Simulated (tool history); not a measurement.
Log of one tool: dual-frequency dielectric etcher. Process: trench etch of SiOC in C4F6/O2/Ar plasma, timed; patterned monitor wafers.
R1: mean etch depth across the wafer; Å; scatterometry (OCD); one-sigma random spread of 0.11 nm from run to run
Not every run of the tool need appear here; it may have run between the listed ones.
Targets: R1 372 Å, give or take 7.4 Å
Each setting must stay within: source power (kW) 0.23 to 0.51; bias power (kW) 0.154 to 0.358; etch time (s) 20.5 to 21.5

Run 1, hour 0: source power (kW) 0.37, bias power (kW) 0.256, etch time (s) 20.5. Result: R1 447.23 Å.
Run 2, hour 5.7: source power (kW) 0.37, bias power (kW) 0.256, etch time (s) 20.5. Result: R1 446.98 Å.
Run 3, hour 13.4: source power (kW) 0.37, bias power (kW) 0.282, etch time (s) 20.5. Result: R1 458.66 Å.
Run 4, hour 17.8: source power (kW) 0.35, bias power (kW) 0.272, etch time (s) 20.5. Result: R1 448.1 Å.
Run 5, hour 21.9: source power (kW) 0.33, bias power (kW) 0.259, etch time (s) 20.5. Result: R1 434.77 Å.
Run 6, hour 26.1: source power (kW) 0.31, bias power (kW) 0.248, etch time (s) 20.5. Result: R1 420.69 Å.
Run 7, hour 31.3: source power (kW) 0.3, bias power (kW) 0.24, etch time (s) 20.5. Result: R1 416.94 Å.
Run 8, hour 32.4: source power (kW) 0.29, bias power (kW) 0.231, etch time (s) 20.5. Result: R1 404.72 Å.
Run 9, hour 40.1: source power (kW) 0.28, bias power (kW) 0.226, etch time (s) 20.5. Result: R1 399.83 Å.
Run 10, hour 42.6: source power (kW) 0.27, bias power (kW) 0.222, etch time (s) 20.5. Result: R1 395.93 Å.
Run 11, hour 43.7: source power (kW) 0.26, bias power (kW) 0.218, etch time (s) 20.5. Result: R1 388.77 Å.

Of the 4 settings listed for the next run, only one would bring every result within its allowed miss of target. Which one?
Run A, hour 44.8: source power (kW) 0.25, bias power (kW) 0.205, etch time (s) 21. Result: R1 ?.
Run B, hour 44.8: source power (kW) 0.28, bias power (kW) 0.214, etch time (s) 20.5. Result: R1 ?.
Run C, hour 44.8: source power (kW) 0.24, bias power (kW) 0.164, etch time (s) 21.5. Result: R1 ?.
Run D, hour 44.8: source power (kW) 0.27, bias power (kW) 0.206, etch time (s) 20.5. Result: R1 ?.

move      R1
   A  385.59
   B  391.85
   C  370.88
   D  384.48
A: nearer than the last run, and not there yet
B: its largest miss is bigger than the last run's
C: in spec on every target
D: nearer than the last run, and not there yet
Go with C: it meets all targets.

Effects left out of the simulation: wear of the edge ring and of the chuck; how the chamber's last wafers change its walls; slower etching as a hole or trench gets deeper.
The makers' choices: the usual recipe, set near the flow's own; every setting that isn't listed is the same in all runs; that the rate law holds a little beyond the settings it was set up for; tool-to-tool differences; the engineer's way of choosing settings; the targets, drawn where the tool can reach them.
